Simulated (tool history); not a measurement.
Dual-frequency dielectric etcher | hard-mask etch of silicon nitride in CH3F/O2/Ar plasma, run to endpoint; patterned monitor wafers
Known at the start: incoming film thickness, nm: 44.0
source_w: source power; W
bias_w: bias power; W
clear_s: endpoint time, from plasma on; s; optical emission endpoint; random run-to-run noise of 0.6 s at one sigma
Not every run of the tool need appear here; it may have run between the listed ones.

| run | hour | source_w | bias_w | clear_s |
|---|---|---|---|---|
| 1 | 0 | 400 | 66 | 71.237 |
| 2 | 6.7 | 460 | 66 | 67.945 |
| 3 | 10.7 | 510 | 66 | 64.698 |
| 4 | 16.6 | 470 | 66 | 66.646 |
| 5 | 21.4 | 470 | 71 | 64.789 |
| 6 | 24.8 | 470 | 82 | 60.019 |
| 7 | 31 | 390 | 69 | 71.078 |
| 8 | 37.2 | 360 | 63 | 75.899 |
| 9 | 38.6 | 340 | 58 | 81.415 |

Predict the results of run 10:
| 10 | 39.7 | 320 | 55 | ? |

Logged for run 10: clear_s 87.35 s.
